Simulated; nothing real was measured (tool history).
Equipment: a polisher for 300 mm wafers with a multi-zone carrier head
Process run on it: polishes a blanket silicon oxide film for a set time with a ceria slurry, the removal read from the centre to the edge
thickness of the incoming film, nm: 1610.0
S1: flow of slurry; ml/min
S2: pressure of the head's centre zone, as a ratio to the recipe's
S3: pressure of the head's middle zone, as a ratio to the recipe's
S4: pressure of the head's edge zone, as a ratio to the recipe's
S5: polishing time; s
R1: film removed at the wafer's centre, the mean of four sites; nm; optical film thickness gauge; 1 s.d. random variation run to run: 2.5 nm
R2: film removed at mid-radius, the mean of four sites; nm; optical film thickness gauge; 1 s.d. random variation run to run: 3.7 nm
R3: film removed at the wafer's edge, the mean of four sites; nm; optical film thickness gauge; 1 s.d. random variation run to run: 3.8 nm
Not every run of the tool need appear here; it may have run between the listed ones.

{"run": 1, "hour": 0.0, "S1": 125, "S2": 1.0, "S3": 1.0, "S4": 1.0, "S5": 59, "R1": 188.78, "R2": 181.63, "R3": 188.81}
{"run": 2, "hour": 1.6, "S1": 130, "S2": 0.99, "S3": 1.02, "S4": 1.01, "S5": 62, "R1": 196.36, "R2": 197.96, "R3": 194.24}
{"run": 3, "hour": 6.0, "S1": 125, "S2": 0.98, "S3": 1.03, "S4": 1.02, "S5": 66, "R1": 203.17, "R2": 210.17, "R3": 202.61}
{"run": 4, "hour": 10.9, "S1": 130, "S2": 0.96, "S3": 1.03, "S4": 1.04, "S5": 70, "R1": 215.58, "R2": 222.57, "R3": 224.54}
{"run": 5, "hour": 16.4, "S1": 135, "S2": 0.95, "S3": 1.05, "S4": 1.05, "S5": 72, "R1": 225.64, "R2": 242.65, "R3": 233.93}
{"run": 6, "hour": 20.7, "S1": 140, "S2": 0.94, "S3": 1.06, "S4": 1.07, "S5": 73, "R1": 224.26, "R2": 246.26, "R3": 241.74}
{"run": 7, "hour": 22.6, "S1": 145, "S2": 0.94, "S3": 1.07, "S4": 1.08, "S5": 74, "R1": 231.18, "R2": 252.97, "R3": 242.26}

What does the tool deliver on the next run?
{"run": 8, "hour": 26.7, "S1": 145, "S2": 0.93, "S3": 1.08, "S4": 1.08, "S5": 76, "R1": "?", "R2": "?", "R3": "?"}

{"run 8": {"R1": 233.07, "R2": 257.96, "R3": 254.77}}

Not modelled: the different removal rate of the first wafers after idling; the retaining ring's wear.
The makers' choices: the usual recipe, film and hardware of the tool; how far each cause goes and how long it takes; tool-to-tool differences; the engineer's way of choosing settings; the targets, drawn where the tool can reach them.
